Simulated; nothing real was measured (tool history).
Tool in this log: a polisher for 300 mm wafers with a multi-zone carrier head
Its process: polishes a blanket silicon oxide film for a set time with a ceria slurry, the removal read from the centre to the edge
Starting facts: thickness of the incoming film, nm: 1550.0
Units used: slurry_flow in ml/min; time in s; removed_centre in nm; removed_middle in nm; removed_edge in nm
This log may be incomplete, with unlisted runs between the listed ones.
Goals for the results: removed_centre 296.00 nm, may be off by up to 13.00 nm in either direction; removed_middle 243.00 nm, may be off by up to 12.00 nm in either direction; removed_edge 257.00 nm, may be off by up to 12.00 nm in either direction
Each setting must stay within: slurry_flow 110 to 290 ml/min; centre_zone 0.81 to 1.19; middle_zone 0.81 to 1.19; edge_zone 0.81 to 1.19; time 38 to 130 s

run	hour	slurry_flow	centre_zone	middle_zone	edge_zone	time	removed_centre	removed_middle	removed_edge
1	0.0	185	1.00	1.00	1.00	84	339.49	347.07	327.50
2	3.9	150	1.00	1.00	1.00	84	317.04	337.80	322.12
3	10.3	110	1.00	1.00	1.00	84	306.31	315.39	312.65
4	18.7	110	1.00	1.00	1.00	92	337.04	358.94	342.28
5	25.3	110	1.01	0.99	0.99	89	327.53	336.66	331.18
6	27.6	115	1.02	0.98	0.98	86	327.50	322.15	309.21
7	29.1	115	1.02	0.96	0.98	85	311.70	320.47	316.91
8	34.1	115	1.04	0.96	0.98	83	314.86	301.65	304.58
9	37.0	115	1.05	0.95	0.97	82	323.48	304.18	299.20
10	45.5	115	1.06	0.94	0.97	80	309.32	283.77	292.01

Pick the move, out of 4, that brings all results within their allowed miss; only one does.
A	54.0	135	1.02	1.01	1.10	74	?	?	?
B	54.0	115	1.00	0.90	0.99	87	?	?	?
C	54.0	170	1.12	0.88	0.97	68	?	?	?
D	54.0	110	1.06	0.82	1.19	82	?	?	?

move	removed_centre	removed_middle	removed_edge
A	285.86	292.55	287.21
B	321.41	305.81	317.00
C	297.78	246.44	254.50
D	318.89	265.22	325.31
A: lands further from the targets than the last run did
B: lands further from the targets than the last run did
C: meets every target
D: lands further from the targets than the last run did
So the answer is move C, the one that meets all the targets.

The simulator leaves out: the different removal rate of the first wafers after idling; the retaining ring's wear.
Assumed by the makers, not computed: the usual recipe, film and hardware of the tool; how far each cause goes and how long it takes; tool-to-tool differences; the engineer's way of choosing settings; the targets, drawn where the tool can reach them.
